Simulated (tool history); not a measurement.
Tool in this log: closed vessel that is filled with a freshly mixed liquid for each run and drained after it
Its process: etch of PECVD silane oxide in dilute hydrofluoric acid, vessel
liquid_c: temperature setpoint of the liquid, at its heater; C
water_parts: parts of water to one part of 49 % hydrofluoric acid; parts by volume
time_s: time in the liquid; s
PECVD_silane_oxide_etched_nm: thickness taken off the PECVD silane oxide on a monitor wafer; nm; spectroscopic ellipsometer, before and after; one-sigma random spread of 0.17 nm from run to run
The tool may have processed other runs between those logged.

run    day  liquid_c  water_parts  time_s  PECVD_silane_oxide_etched_nm
  1      0        25          145      85                        13.293
  2  0.183      26.5          145      85                        14.241
  3  0.571      26.5          195      85                        10.006
  4  0.846      26.5          165      85                        12.435
  5   1.15        28          165      85                         12.85
  6  1.279        29          160      85                        14.266
  7  1.392        30          160      85                        14.491
  8  1.592        31          160      85                        14.792
  9   1.75      31.5          155      85                         15.76

Expected results for the next run?
 10  1.917        32          155      85                             ?

{"run 10": {"PECVD_silane_oxide_etched_nm": 15.969}}

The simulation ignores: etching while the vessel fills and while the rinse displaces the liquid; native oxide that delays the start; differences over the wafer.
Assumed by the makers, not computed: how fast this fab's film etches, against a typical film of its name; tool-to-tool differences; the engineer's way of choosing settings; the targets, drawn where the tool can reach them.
